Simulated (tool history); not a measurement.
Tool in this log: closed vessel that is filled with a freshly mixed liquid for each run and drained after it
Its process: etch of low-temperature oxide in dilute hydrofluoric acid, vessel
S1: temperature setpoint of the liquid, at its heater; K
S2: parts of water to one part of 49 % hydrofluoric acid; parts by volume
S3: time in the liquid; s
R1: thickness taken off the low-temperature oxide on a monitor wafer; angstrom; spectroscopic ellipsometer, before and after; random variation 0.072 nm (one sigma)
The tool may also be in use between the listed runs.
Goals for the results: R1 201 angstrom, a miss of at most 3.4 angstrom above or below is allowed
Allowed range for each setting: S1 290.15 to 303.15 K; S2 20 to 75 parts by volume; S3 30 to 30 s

run	day	S1	S2	S3	R1
1	0	295.15	45	30	132.73
2	0.312	292.15	45	30	116.41
3	0.396	294.65	45	30	130.38
4	0.496	294.65	45	30	129.77
5	0.842	296.65	45	30	141.64
6	1.062	296.65	45	30	140.81
7	1.112	298.15	45	30	150.19
8	1.354	299.15	45	30	156.15
9	1.433	303.15	40	30	207.75

4 next moves are on the table. One of them brings every result within its allowed miss. Which?
A	1.512	300.15	35	30	?
B	1.512	302.15	40	30	?
C	1.512	300.65	35	30	?
D	1.512	301.65	35	30	?

move	R1
A	212.16
B	199.74
C	216.52
D	225.45
A: misses by more than the last run did
B: each result inside its tolerance
C: misses by more than the last run did
D: misses by more than the last run did
Correct choice: B, which meets every target

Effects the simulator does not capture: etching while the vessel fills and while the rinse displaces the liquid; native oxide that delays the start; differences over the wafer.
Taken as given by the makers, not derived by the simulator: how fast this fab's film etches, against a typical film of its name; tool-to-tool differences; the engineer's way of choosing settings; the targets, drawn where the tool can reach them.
